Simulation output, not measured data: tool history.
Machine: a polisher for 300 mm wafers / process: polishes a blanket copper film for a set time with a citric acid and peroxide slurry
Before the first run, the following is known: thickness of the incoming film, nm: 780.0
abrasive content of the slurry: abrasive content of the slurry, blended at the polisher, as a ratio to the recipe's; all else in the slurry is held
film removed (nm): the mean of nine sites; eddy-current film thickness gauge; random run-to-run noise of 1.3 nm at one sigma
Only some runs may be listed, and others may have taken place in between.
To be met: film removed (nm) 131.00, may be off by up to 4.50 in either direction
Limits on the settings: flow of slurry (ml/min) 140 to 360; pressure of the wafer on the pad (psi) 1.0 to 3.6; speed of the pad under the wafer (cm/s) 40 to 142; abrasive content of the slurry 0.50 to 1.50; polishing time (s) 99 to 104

run,hour,flow of slurry (ml/min),pressure of the wafer on the pad (psi),speed of the pad under the wafer (cm/s),abrasive content of the slurry,polishing time (s),film removed (nm)
1,0.0,230,2.3,90,1.00,99,181.93
2,5.7,230,2.2,90,1.00,99,181.62
3,13.2,230,2.1,90,1.00,99,172.49
4,17.4,230,2.0,90,1.00,99,168.79
5,18.9,230,1.9,90,1.00,99,162.97
6,20.5,230,1.8,90,1.00,99,159.21
7,28.6,225,1.2,88,1.00,99,119.77
8,35.5,235,1.3,88,1.00,99,126.98
9,36.8,240,1.3,88,1.00,99,127.03

Which of these 5 next moves meets every target?
A,38.1,275,1.2,84,1.00,101,?
B,38.1,195,1.1,112,1.00,101,?
C,38.1,240,1.1,98,0.90,103,?
D,38.1,260,1.1,94,1.00,102,?
E,38.1,230,1.2,86,1.15,99,?

move,film removed (nm)
A,122.81
B,132.33
C,124.48
D,124.96
E,124.03
A: its largest miss is bigger than the last run's
B: meets every target
C: its largest miss is bigger than the last run's
D: its largest miss is bigger than the last run's
E: its largest miss is bigger than the last run's
The right move is B.
